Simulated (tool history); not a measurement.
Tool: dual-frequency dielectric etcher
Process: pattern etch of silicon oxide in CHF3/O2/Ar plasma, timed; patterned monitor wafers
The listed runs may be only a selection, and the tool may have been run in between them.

run	hour	source power (kW)	bias power (kW)	etch time (s)	mean etch depth across the wafer (nm)
1	0.0	0.750	0.210	410.0	1022.20
2	8.9	0.690	0.205	409.5	980.61
3	10.2	0.640	0.202	409.0	934.82
4	15.5	0.640	0.233	409.0	1008.80
5	17.9	0.600	0.227	408.5	964.21
6	21.1	0.600	0.197	408.5	889.64
7	26.0	0.600	0.197	408.5	894.43
8	28.9	0.590	0.197	408.5	888.80

Run 9 is up next; what results do you expect?
9	31.8	0.590	0.197	408.5	?

{"run 9": {"mean etch depth across the wafer (nm)": 883.4}}
